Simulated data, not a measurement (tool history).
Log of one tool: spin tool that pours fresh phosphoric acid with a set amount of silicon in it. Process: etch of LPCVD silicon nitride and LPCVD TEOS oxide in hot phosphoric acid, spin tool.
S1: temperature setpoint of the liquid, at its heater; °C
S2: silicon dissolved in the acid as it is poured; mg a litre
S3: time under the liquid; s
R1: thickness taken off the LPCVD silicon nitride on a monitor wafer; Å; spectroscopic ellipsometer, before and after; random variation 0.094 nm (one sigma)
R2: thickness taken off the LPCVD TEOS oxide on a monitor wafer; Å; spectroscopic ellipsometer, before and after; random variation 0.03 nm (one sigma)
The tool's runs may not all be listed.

{"run": 1, "hour": 0.0, "S1": 161, "S2": 13, "S3": 180, "R1": 150.76, "R2": 4.8215}
{"run": 2, "hour": 7.6, "S1": 161, "S2": 13, "S3": 125, "R1": 104.28, "R2": 3.005}
{"run": 3, "hour": 10.4, "S1": 161, "S2": 18, "S3": 125, "R1": 105.2, "R2": 2.9581}
{"run": 4, "hour": 12.2, "S1": 161, "S2": 18, "S3": 155, "R1": 129.49, "R2": 3.3924}
{"run": 5, "hour": 20.9, "S1": 161, "S2": 22.5, "S3": 155, "R1": 128.87, "R2": 3.3746}
{"run": 6, "hour": 25.7, "S1": 162, "S2": 24.5, "S3": 170, "R1": 147.32, "R2": 3.325}
{"run": 7, "hour": 34.1, "S1": 163, "S2": 23.5, "S3": 175, "R1": 155.68, "R2": 4.268}
{"hour": 42.0, "done": "heated supply line repaired"}
{"run": 8, "hour": 42.0, "S1": 163, "S2": 30, "S3": 220, "R1": 217.97, "R2": 4.7518}

The next listed run, before its measurement:
{"run": 9, "hour": 45.6, "S1": 162, "S2": 28, "S3": 220, "R1": "?", "R2": "?"}

R1: 213.48 Å
R2: 4.798 Å
